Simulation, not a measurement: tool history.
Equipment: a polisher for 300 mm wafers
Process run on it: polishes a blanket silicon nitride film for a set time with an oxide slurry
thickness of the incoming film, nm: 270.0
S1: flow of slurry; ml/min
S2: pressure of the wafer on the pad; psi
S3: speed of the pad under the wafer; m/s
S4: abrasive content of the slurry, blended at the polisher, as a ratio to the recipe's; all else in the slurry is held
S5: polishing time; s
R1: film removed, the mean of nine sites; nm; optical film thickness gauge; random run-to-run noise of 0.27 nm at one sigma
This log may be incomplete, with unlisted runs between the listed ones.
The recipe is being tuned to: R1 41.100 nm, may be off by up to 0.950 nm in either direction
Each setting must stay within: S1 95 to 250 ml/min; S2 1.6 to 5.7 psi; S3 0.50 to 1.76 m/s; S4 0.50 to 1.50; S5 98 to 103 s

| run | hour | S1 | S2 | S3 | S4 | S5 | R1 |
|---|---|---|---|---|---|---|---|
| 1 | 0.0 | 160 | 3.6 | 1.12 | 1.00 | 98 | 55.931 |
| 2 | 8.0 | 185 | 3.6 | 1.12 | 1.00 | 98 | 57.701 |
| 3 | 17.0 | 185 | 3.6 | 1.12 | 0.90 | 98 | 52.890 |
| 4 | 23.2 | 180 | 3.5 | 1.12 | 0.90 | 98 | 50.840 |
| 5 | 28.3 | 180 | 3.5 | 1.22 | 0.90 | 98 | 55.249 |
| 6 | 33.4 | 175 | 3.4 | 1.22 | 0.90 | 98 | 52.881 |
| 7 | 39.7 | 170 | 3.3 | 1.22 | 0.90 | 98 | 51.817 |
| 8 | 42.5 | 150 | 2.3 | 1.22 | 0.90 | 98 | 36.225 |
| 9 | 50.8 | 195 | 2.4 | 1.22 | 0.90 | 98 | 39.262 |
| 10 | 53.5 | 200 | 2.4 | 1.22 | 0.90 | 98 | 38.971 |

Exactly one of the 5 candidate moves below puts every result within its allowed miss. Which one?
| A | 56.2 | 205 | 2.7 | 1.20 | 0.90 | 99 | ? |
| B | 56.2 | 190 | 2.4 | 1.30 | 0.80 | 99 | ? |
| C | 56.2 | 190 | 2.7 | 1.22 | 0.85 | 98 | ? |
| D | 56.2 | 190 | 2.6 | 1.20 | 0.95 | 99 | ? |
| E | 56.2 | 195 | 2.5 | 1.12 | 1.05 | 103 | ? |

| move | R1 |
|---|---|
| A | 43.862 |
| B | 37.643 |
| C | 41.685 |
| D | 43.502 |
| E | 44.189 |
A: moves the result that the last run missed by most past its target, out the other side
B: its largest miss is bigger than the last run's
C: meets every target
D: moves the result that the last run missed by most past its target, out the other side
E: moves the result that the last run missed by most past its target, out the other side
Correct choice: C, which meets every target
